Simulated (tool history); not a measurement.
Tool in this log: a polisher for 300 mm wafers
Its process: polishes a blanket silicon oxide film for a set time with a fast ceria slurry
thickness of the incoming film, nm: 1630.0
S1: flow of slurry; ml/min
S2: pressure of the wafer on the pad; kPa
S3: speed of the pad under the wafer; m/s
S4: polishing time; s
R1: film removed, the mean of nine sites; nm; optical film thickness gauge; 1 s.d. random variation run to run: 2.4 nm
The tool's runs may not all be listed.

Run 1, day 0: S1 285 ml/min, S2 15.9 kPa, S3 0.86 m/s, S4 35 s. Result: R1 349.06 nm.
Run 2, day 0.188: S1 285 ml/min, S2 13.8 kPa, S3 0.86 m/s, S4 35 s. Result: R1 313.54 nm.
Run 3, day 0.379: S1 285 ml/min, S2 13.1 kPa, S3 0.86 m/s, S4 35 s. Result: R1 296.6 nm.
Run 4, day 0.675: S1 285 ml/min, S2 13.1 kPa, S3 0.86 m/s, S4 35 s. Result: R1 301.85 nm.
Run 5, day 0.762: S1 285 ml/min, S2 13.1 kPa, S3 1.04 m/s, S4 35 s. Result: R1 344.56 nm.
Run 6, day 1.096: S1 285 ml/min, S2 13.1 kPa, S3 1.24 m/s, S4 35 s. Result: R1 394.25 nm.
At day 1.138: worn pad replaced by a new one.
Run 7, day 1.138: S1 285 ml/min, S2 11.7 kPa, S3 1.2 m/s, S4 35 s. Result: R1 393.56 nm.
Run 8, day 1.421: S1 285 ml/min, S2 11 kPa, S3 1.12 m/s, S4 35 s. Result: R1 357.34 nm.

What will run 9 give?
Run 9, day 1.775: S1 285 ml/min, S2 10.3 kPa, S3 1.04 m/s, S4 35 s. Result: R1 ?.

R1: 317.57 nm
